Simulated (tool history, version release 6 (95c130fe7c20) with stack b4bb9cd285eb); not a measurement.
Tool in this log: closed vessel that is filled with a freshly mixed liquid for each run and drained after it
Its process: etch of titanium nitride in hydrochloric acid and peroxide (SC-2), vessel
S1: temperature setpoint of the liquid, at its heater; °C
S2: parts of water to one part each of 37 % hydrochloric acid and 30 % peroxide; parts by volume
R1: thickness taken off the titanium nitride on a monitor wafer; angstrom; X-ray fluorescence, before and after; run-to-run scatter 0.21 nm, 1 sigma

Run 1, hour 0: S1 48 °C, S2 5.5 parts by volume, time in the liquid (s) 415. Result: R1 118.28 angstrom.
Run 2, hour 2.1: S1 55 °C, S2 5.5 parts by volume, time in the liquid (s) 415. Result: R1 188.35 angstrom.
Run 3, hour 10.4: S1 56 °C, S2 5.5 parts by volume, time in the liquid (s) 415. Result: R1 199.48 angstrom.
Run 4, hour 15.2: S1 57 °C, S2 5.5 parts by volume, time in the liquid (s) 415. Result: R1 211.66 angstrom.
Run 5, hour 20.9: S1 57 °C, S2 5.5 parts by volume, time in the liquid (s) 415. Result: R1 213.65 angstrom.
Run 6, hour 23.9: S1 58 °C, S2 5.5 parts by volume, time in the liquid (s) 415. Result: R1 227.66 angstrom.
Run 7, hour 26.9: S1 58.5 °C, S2 5.5 parts by volume, time in the liquid (s) 415. Result: R1 234.12 angstrom.

Estimate the outcome of run 8 from the log above:
Run 8, hour 34.1: S1 62 °C, S2 5.5 parts by volume, time in the liquid (s) 415. Result: R1 ?.

R1: 290.81 angstrom
